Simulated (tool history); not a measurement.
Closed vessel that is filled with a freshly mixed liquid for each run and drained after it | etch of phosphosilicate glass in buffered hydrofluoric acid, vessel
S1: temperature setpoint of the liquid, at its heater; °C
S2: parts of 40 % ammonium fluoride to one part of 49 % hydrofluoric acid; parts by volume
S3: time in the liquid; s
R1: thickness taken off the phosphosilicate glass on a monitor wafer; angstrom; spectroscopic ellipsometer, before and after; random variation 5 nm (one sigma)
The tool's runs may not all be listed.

run 1 day=0.000 | S1=25.0 S2=12.0 S3=95 | R1=4957.3
run 2 day=0.325 | S1=26.0 S2=12.0 S3=95 | R1=5222.4
run 3 day=0.496 | S1=23.5 S2=12.0 S3=95 | R1=4549.8
run 4 day=0.612 | S1=24.5 S2=12.0 S3=95 | R1=4866.0
run 5 day=0.650 | S1=24.5 S2=12.0 S3=100 | R1=5097.6
run 6 day=0.921 | S1=24.5 S2=15.5 S3=100 | R1=3879.3
run 7 day=1.258 | S1=26.5 S2=15.5 S3=100 | R1=4376.5
run 8 day=1.475 | S1=28.0 S2=15.5 S3=100 | R1=4830.9

Forecast run 9:
run 9 day=1.846 | S1=29.0 S2=15.5 S3=100 | R1=?

Run 9 gave R1 4962.5 angstrom.
